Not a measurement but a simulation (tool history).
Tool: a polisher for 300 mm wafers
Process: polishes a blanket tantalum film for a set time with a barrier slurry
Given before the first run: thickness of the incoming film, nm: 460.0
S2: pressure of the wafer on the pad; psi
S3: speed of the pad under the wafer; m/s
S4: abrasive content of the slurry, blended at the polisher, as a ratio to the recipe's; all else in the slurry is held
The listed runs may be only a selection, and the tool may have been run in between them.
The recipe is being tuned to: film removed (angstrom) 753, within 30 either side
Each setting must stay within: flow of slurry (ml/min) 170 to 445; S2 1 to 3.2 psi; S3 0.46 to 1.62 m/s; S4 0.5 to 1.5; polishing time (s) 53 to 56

Run 1, hour 0: flow of slurry (ml/min) 285, S2 2.1 psi, S3 1.04 m/s, S4 1, polishing time (s) 53. Result: film removed (angstrom) 821.79.
Run 2, hour 5.9: flow of slurry (ml/min) 285, S2 2 psi, S3 1.04 m/s, S4 1, polishing time (s) 53. Result: film removed (angstrom) 788.02.
Run 3, hour 13: flow of slurry (ml/min) 285, S2 2 psi, S3 1.18 m/s, S4 1, polishing time (s) 53. Result: film removed (angstrom) 899.57.
Run 4, hour 17.7: flow of slurry (ml/min) 285, S2 2 psi, S3 1.18 m/s, S4 1, polishing time (s) 56. Result: film removed (angstrom) 925.47.
Run 5, hour 26.6: flow of slurry (ml/min) 285, S2 2 psi, S3 1.32 m/s, S4 1, polishing time (s) 56. Result: film removed (angstrom) 1024.
Run 6, hour 28.4: flow of slurry (ml/min) 285, S2 2 psi, S3 1.16 m/s, S4 1, polishing time (s) 56. Result: film removed (angstrom) 920.32.
At hour 33.3: slurry nozzle cleaned.
Run 7, hour 33.3: flow of slurry (ml/min) 285, S2 1.9 psi, S3 1.16 m/s, S4 1, polishing time (s) 56. Result: film removed (angstrom) 923.49.
Run 8, hour 36.4: flow of slurry (ml/min) 285, S2 1.8 psi, S3 1.14 m/s, S4 1, polishing time (s) 56. Result: film removed (angstrom) 882.82.
Run 9, hour 41.9: flow of slurry (ml/min) 285, S2 1.7 psi, S3 1.14 m/s, S4 1, polishing time (s) 56. Result: film removed (angstrom) 833.01.

Exercise: of the 5 proposed moves below, exactly one satisfies all targets within the stated allowed misses. Which move is it?
Run A, hour 47.4: flow of slurry (ml/min) 250, S2 1.8 psi, S3 0.98 m/s, S4 1.05, polishing time (s) 56. Result: film removed (angstrom) ?.
Run B, hour 47.4: flow of slurry (ml/min) 290, S2 1.8 psi, S3 1.08 m/s, S4 1, polishing time (s) 55. Result: film removed (angstrom) ?.
Run C, hour 47.4: flow of slurry (ml/min) 270, S2 1.8 psi, S3 1.2 m/s, S4 1.1, polishing time (s) 56. Result: film removed (angstrom) ?.
Run D, hour 47.4: flow of slurry (ml/min) 275, S2 1.8 psi, S3 1.1 m/s, S4 1, polishing time (s) 54. Result: film removed (angstrom) ?.
Run E, hour 47.4: flow of slurry (ml/min) 295, S2 1.6 psi, S3 1.04 m/s, S4 0.85, polishing time (s) 56. Result: film removed (angstrom) ?.

move  film removed (angstrom)
   A                   751.04
   B                   810.12
   C                   936.54
   D                   805.23
   E                   667.52
A: each result inside its tolerance
B: an improvement on the last run, though not all results are within tolerance
C: its largest miss is bigger than the last run's
D: an improvement on the last run, though not all results are within tolerance
E: pushes the last run's worst result past its target
Correct choice: A, which meets every target
